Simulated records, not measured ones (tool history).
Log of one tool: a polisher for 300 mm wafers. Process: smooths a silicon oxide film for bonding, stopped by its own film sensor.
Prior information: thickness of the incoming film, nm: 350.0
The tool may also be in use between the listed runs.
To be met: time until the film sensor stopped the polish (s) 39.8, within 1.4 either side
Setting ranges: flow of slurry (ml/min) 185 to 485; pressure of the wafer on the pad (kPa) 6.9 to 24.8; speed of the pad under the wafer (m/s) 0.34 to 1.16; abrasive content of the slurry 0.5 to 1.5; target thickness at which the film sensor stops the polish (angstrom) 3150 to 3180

run	hour	flow of slurry (ml/min)	pressure of the wafer on the pad (kPa)	speed of the pad under the wafer (m/s)	abrasive content of the slurry	target thickness at which the film sensor stops the polish (angstrom)	time until the film sensor stopped the polish (s)
1	0	310	15.9	0.74	1	3150	63.891
2	0.8	310	13.8	0.74	1	3150	73.996
3	7	310	16.5	0.74	1	3150	60.704
4	7.7	310	16.5	0.66	1	3150	68.27
5	14.2	310	18.6	0.66	1	3150	60.451
6	22	310	18.6	0.54	1	3150	70.237
7	27.2	310	20.7	0.58	1	3150	59.38
8	29.9	310	22.1	0.62	1	3150	53.262

Of the 4 settings listed for the next run, only one would bring every result within its allowed miss of target. Which one?
A	32.6	290	23.4	0.36	0.9	3160	?
B	32.6	310	20.7	0.7	0.95	3180	?
C	32.6	445	24.8	0.68	1	3180	?
D	32.6	315	24.1	0.58	1.05	3160	?

move	time until the film sensor stopped the polish (s)
A	80.556
B	48.675
C	39.685
D	49.09
A: its largest miss is bigger than the last run's
B: closes in on the targets versus the last run, not all within tolerance yet
C: hits every target within its allowed miss
D: closes in on the targets versus the last run, not all within tolerance yet
Answer: C
